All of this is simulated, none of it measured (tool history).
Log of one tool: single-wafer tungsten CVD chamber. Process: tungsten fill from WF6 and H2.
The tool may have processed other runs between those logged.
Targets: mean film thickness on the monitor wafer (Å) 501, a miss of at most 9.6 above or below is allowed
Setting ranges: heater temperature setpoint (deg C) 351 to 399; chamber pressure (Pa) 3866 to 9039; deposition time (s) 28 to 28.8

| run | hour | heater temperature setpoint (deg C) | chamber pressure (Pa) | deposition time (s) | mean film thickness on the monitor wafer (Å) |
|---|---|---|---|---|---|
| 1 | 0 | 375 | 6453 | 28 | 617.22 |
| 2 | 4.6 | 375 | 6453 | 28 | 608.45 |
| 3 | 13 | 373 | 6439 | 28 | 590.77 |
| 4 | 21.9 | 373 | 7093 | 28 | 620.93 |
| 5 | 29.3 | 373 | 7093 | 28.8 | 640.29 |
| 6 | 36.4 | 371 | 7079 | 28.8 | 614.47 |
| 7 | 39.3 | 369 | 7066 | 28.8 | 592.29 |
|  | 44.6 | capacitance manometer re-zeroed and calibrated |
| 8 | 44.6 | 368 | 7053 | 28.8 | 565.65 |

4 next moves are on the table. One of them brings every result within its allowed miss. Which?
| A | 49.9 | 359 | 7493 | 28 | ? |
| B | 49.9 | 361 | 7213 | 28 | ? |
| C | 49.9 | 362 | 6733 | 28 | ? |
| D | 49.9 | 361 | 7666 | 28.2 | ? |

| move | mean film thickness on the monitor wafer (Å) |
|---|---|
| A | 473.41 |
| B | 482.83 |
| C | 474.05 |
| D | 502.92 |
A: takes the result that was furthest off past its target
B: takes the result that was furthest off past its target
C: takes the result that was furthest off past its target
D: all results in spec
Answer: D
